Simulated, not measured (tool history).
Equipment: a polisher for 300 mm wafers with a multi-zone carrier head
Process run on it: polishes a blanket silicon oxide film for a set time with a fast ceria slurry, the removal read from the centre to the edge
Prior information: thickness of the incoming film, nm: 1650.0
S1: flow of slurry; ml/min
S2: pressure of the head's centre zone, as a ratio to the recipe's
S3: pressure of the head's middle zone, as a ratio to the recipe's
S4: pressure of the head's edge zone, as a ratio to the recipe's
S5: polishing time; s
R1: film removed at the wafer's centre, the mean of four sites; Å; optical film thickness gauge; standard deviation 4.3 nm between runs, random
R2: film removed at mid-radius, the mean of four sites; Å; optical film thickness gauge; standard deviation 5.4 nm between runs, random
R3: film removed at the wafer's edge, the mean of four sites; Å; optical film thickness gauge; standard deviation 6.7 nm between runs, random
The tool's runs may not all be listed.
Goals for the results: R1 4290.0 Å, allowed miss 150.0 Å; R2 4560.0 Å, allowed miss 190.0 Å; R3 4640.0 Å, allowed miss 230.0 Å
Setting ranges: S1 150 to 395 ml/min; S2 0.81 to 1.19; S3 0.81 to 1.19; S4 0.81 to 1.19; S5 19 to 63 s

run  hour   S1    S2    S3    S4  S5      R1      R2      R3
  1   0.0  250  1.00  1.00  1.00  41  7221.3  6563.7  6268.7
  2   5.2  250  1.05  1.00  1.00  41  7531.1  6518.2  6225.5
  3  13.6  235  0.98  0.99  1.01  37  6193.0  5707.4  5842.0
  4  17.6  235  0.98  0.99  1.01  32  5493.0  5108.5  4899.9
  5  19.6  235  0.91  0.99  1.01  32  5096.8  5020.5  4997.4
  6  22.3  230  0.88  0.99  1.00  31  4814.2  4894.4  4923.3
  7  30.4  225  0.86  0.99  0.99  30  4476.0  4767.9  4669.0
  8  34.9  215  0.86  0.98  0.99  30  4408.2  4785.3  4685.2
  9  42.9  210  0.85  0.93  0.99  29  4265.2  4416.1  4376.2

Pick the move, out of 5, that brings all results within their allowed miss; only one does.
  A  50.9  225  0.97  1.01  0.81  28   ?   ?   ?
  B  50.9  160  0.90  0.93  0.97  31   ?   ?   ?
  C  50.9  260  0.99  0.92  0.90  27   ?   ?   ?
  D  50.9  235  1.00  0.92  0.82  27   ?   ?   ?
  E  50.9  150  0.81  0.93  0.87  32   ?   ?   ?

move      R1      R2      R3
   A  4714.1  4461.9  3956.4
   B  4667.1  4469.1  4521.2
   C  4701.7  4034.4  3978.2
   D  4703.7  3999.5  3844.3
   E  4303.5  4585.9  4490.2
A: the biggest miss grows against the last run
B: meets the target for the result that was furthest off, but another lies outside its allowed miss
C: the biggest miss grows against the last run
D: the biggest miss grows against the last run
E: all results in spec
So the answer is move E, the one that meets all the targets.
